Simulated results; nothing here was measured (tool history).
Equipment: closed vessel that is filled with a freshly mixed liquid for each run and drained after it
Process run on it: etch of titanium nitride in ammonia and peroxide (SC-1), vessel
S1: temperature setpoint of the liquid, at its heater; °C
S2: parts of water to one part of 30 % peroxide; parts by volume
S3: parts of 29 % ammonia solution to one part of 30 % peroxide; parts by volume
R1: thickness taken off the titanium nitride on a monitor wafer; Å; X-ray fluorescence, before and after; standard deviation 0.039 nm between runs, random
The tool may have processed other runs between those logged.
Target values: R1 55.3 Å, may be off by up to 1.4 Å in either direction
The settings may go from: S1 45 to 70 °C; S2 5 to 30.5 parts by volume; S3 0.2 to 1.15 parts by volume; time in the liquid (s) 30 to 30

run 1 hour=0 | S1=61 S2=17 S3=0.65 time_in_the_liquid_(s)=30 | R1=37.642
run 2 hour=7.4 | S1=62.5 S2=17 S3=0.65 time_in_the_liquid_(s)=30 | R1=42.04
run 3 hour=10.2 | S1=63.5 S2=17 S3=0.65 time_in_the_liquid_(s)=30 | R1=44.729
run 4 hour=14 | S1=63.5 S2=17 S3=0.65 time_in_the_liquid_(s)=30 | R1=44.789
run 5 hour=16.7 | S1=61 S2=17 S3=0.65 time_in_the_liquid_(s)=30 | R1=37.617
run 6 hour=18.2 | S1=54 S2=17 S3=0.65 time_in_the_liquid_(s)=30 | R1=23.77
run 7 hour=20.5 | S1=57 S2=17 S3=0.65 time_in_the_liquid_(s)=30 | R1=29.485
run 8 hour=23.3 | S1=59.5 S2=17 S3=0.65 time_in_the_liquid_(s)=30 | R1=34.034
run 9 hour=27.3 | S1=61.5 S2=17 S3=0.65 time_in_the_liquid_(s)=30 | R1=38.58
run 10 hour=31.9 | S1=63 S2=17 S3=0.65 time_in_the_liquid_(s)=30 | R1=42.916
run 11 hour=35.2 | S1=64 S2=17 S3=0.65 time_in_the_liquid_(s)=30 | R1=45.84
run 12 hour=39.3 | S1=64.5 S2=17 S3=0.65 time_in_the_liquid_(s)=30 | R1=46.989
run 13 hour=43.6 | S1=67.5 S2=17 S3=0.65 time_in_the_liquid_(s)=30 | R1=57.708
run 14 hour=46.7 | S1=66.5 S2=17 S3=0.65 time_in_the_liquid_(s)=30 | R1=53.689

Which single option among these 4 for the next run brings every result within its allowed miss of target? Just one does.
run A hour=49.8 | S1=62 S2=9 S3=0.55 time_in_the_liquid_(s)=30 | R1=?
run B hour=49.8 | S1=61.5 S2=10 S3=0.6 time_in_the_liquid_(s)=30 | R1=?
run C hour=49.8 | S1=67.5 S2=20 S3=0.7 time_in_the_liquid_(s)=30 | R1=?
run D hour=49.8 | S1=64.5 S2=12 S3=0.35 time_in_the_liquid_(s)=30 | R1=?

move=A R1=54.659
move=B R1=50.863
move=C R1=52.833
move=D R1=50.918
A: all results in spec
B: moves away from the targets compared with the last run
C: moves away from the targets compared with the last run
D: moves away from the targets compared with the last run
The move that meets every target is A.
